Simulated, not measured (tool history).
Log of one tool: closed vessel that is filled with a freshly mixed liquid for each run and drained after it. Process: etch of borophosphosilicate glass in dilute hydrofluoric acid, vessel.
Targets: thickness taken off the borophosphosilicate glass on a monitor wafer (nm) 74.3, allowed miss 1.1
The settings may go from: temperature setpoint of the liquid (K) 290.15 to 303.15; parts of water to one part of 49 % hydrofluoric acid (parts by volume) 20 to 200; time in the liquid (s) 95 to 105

run,day,temperature setpoint of the liquid (K),parts of water to one part of 49 % hydrofluoric acid (parts by volume),time in the liquid (s),thickness taken off the borophosphosilicate glass on a monitor wafer (nm)
1,0,295.15,110,95,47.842
2,0.15,296.65,110,95,50.985
3,0.254,296.65,110,95,50.77
4,0.504,297.65,110,95,52.704
5,0.6,295.65,110,95,48.754
6,0.7,295.65,110,105,54.502
7,1,297.15,110,105,57.627
8,1.35,298.15,110,105,59.459
9,1.708,299.15,110,105,62.273

Which of these 4 next moves meets every target?
A,2.067,294.65,80,105,?
B,2.067,294.65,75,95,?
C,2.067,300.15,100,105,?
D,2.067,298.65,85,100,?

move,thickness taken off the borophosphosilicate glass on a monitor wafer (nm)
A,73.595
B,71.452
C,71.474
D,77.027
A: meets every target
B: nearer than the last run, and not there yet
C: nearer than the last run, and not there yet
D: takes the result that was furthest off past its target
Answer: A
